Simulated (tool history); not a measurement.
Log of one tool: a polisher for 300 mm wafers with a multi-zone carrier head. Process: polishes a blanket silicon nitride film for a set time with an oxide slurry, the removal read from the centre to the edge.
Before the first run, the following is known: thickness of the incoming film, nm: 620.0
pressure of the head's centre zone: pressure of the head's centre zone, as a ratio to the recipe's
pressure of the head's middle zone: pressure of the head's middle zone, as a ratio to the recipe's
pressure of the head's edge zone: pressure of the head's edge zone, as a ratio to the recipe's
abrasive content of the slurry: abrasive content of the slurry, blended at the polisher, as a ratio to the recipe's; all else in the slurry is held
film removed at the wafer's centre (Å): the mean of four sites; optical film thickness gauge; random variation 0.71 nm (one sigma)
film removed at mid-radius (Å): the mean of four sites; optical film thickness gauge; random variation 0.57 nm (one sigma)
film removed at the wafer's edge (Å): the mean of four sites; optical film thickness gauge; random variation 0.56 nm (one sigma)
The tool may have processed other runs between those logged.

run	day	flow of slurry (ml/min)	pressure of the head's centre zone	pressure of the head's middle zone	pressure of the head's edge zone	abrasive content of the slurry	polishing time (s)	film removed at the wafer's centre (Å)	film removed at mid-radius (Å)	film removed at the wafer's edge (Å)
1	0	155	1	1	1	1	46	500.11	510.76	490.13
2	0.025	155	1	1	1	1.15	46	519.4	532.56	523.96
3	0.292	155	1	1	1	1.15	36	405.5	410.46	400.34
4	0.638	165	1.03	1.02	1.02	1.2	37	441.49	448.3	430.34
5	0.842	165	1.03	1.02	1.11	1.2	37	443.12	456	449.87
6	1.054	165	1.03	1.02	1.05	1.2	37	444.94	446.22	435.03

What does the tool deliver on the next run?
7	1.133	210	1.13	1.06	1.15	1.45	41	?	?	?

{"run 7": {"film removed at the wafer's centre (Å)": 595.47, "film removed at mid-radius (Å)": 557.98, "film removed at the wafer's edge (Å)": 552.31}}
